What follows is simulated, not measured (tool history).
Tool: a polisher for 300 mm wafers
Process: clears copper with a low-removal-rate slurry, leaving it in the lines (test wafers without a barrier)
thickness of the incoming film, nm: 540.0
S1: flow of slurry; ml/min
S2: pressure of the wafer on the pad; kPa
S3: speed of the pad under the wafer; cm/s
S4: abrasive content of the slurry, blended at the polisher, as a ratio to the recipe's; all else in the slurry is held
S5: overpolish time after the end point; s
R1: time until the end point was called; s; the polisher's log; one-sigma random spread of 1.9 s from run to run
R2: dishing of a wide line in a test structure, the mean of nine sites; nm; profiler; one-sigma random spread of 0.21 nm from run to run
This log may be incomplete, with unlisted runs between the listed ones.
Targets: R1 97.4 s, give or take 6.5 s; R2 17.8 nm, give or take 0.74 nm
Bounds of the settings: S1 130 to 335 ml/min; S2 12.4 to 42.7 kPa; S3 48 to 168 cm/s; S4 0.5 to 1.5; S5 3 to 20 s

{"run": 1, "day": 0.0, "S1": 215, "S2": 27.6, "S3": 108, "S4": 1, "S5": 10, "R1": 123.68, "R2": 30.681}
{"run": 2, "day": 0.112, "S1": 215, "S2": 27.6, "S3": 110, "S4": 1, "S5": 9, "R1": 122.63, "R2": 28.842}
{"run": 3, "day": 0.179, "S1": 215, "S2": 24.8, "S3": 110, "S4": 1, "S5": 9, "R1": 137.31, "R2": 26.377}
{"run": 4, "day": 0.296, "S1": 215, "S2": 25.5, "S3": 112, "S4": 1, "S5": 8, "R1": 131.24, "R2": 24.74}
{"run": 5, "day": 0.421, "S1": 210, "S2": 25.5, "S3": 118, "S4": 0.95, "S5": 7, "R1": 126.12, "R2": 23.158}
{"run": 6, "day": 0.558, "S1": 210, "S2": 22.8, "S3": 118, "S4": 0.95, "S5": 7, "R1": 140.32, "R2": 21.092}
{"run": 7, "day": 0.742, "S1": 195, "S2": 23.4, "S3": 124, "S4": 0.85, "S5": 6, "R1": 137.22, "R2": 18.753}
{"run": 8, "day": 0.767, "S1": 200, "S2": 24.8, "S3": 126, "S4": 0.8, "S5": 5, "R1": 123.4, "R2": 17.158}
{"run": 9, "day": 1.117, "S1": 210, "S2": 25.5, "S3": 126, "S4": 0.8, "S5": 5, "R1": 124.11, "R2": 17.607}

Of the 4 settings listed for the next run, only one would bring every result within its allowed miss of target. Which one?
{"run": "A", "day": 1.467, "S1": 205, "S2": 29, "S3": 164, "S4": 0.5, "S5": 4, "R1": "?", "R2": "?"}
{"run": "B", "day": 1.467, "S1": 190, "S2": 24.1, "S3": 102, "S4": 0.85, "S5": 6, "R1": "?", "R2": "?"}
{"run": "C", "day": 1.467, "S1": 130, "S2": 20, "S3": 112, "S4": 0.85, "S5": 7, "R1": "?", "R2": "?"}
{"run": "D", "day": 1.467, "S1": 215, "S2": 32.4, "S3": 152, "S4": 0.9, "S5": 3, "R1": "?", "R2": "?"}

move=A R1=99.609 R2=17.468
move=B R1=160.42 R2=16.383
move=C R1=183.37 R2=16.624
move=D R1=79.37 R2=16.599
A: in spec on every target
B: lands further from the targets than the last run did
C: lands further from the targets than the last run did
D: pushes the last run's worst result past its target
So the answer is move A, the one that meets all the targets.
